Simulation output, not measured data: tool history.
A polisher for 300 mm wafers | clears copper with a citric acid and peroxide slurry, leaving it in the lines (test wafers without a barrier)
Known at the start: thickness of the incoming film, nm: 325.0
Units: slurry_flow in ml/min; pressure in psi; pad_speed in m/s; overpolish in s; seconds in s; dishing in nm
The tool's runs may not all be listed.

run 1 hour=0.0 | slurry_flow=160 pressure=2.8 pad_speed=1.18 slurry_solids=1.0 overpolish=12 | seconds=150.65 dishing=16.135
run 2 hour=1.0 | slurry_flow=160 pressure=2.8 pad_speed=1.18 slurry_solids=1.0 overpolish=7 | seconds=150.17 dishing=10.466
run 3 hour=2.7 | slurry_flow=155 pressure=2.7 pad_speed=1.18 slurry_solids=1.0 overpolish=8 | seconds=159.70 dishing=11.388
run 4 hour=10.8 | slurry_flow=145 pressure=2.6 pad_speed=1.18 slurry_solids=1.0 overpolish=8 | seconds=165.43 dishing=10.607
run 5 hour=18.2 | slurry_flow=145 pressure=2.9 pad_speed=1.18 slurry_solids=1.0 overpolish=8 | seconds=147.77 dishing=11.550
run 6 hour=27.1 | slurry_flow=145 pressure=2.9 pad_speed=1.18 slurry_solids=1.0 overpolish=13 | seconds=145.91 dishing=17.926

Forecast run 7:
run 7 hour=32.8 | slurry_flow=145 pressure=2.7 pad_speed=1.18 slurry_solids=1.0 overpolish=12 | seconds=? dishing=?

Run 7 gave seconds 159.28 s, dishing 15.271 nm.

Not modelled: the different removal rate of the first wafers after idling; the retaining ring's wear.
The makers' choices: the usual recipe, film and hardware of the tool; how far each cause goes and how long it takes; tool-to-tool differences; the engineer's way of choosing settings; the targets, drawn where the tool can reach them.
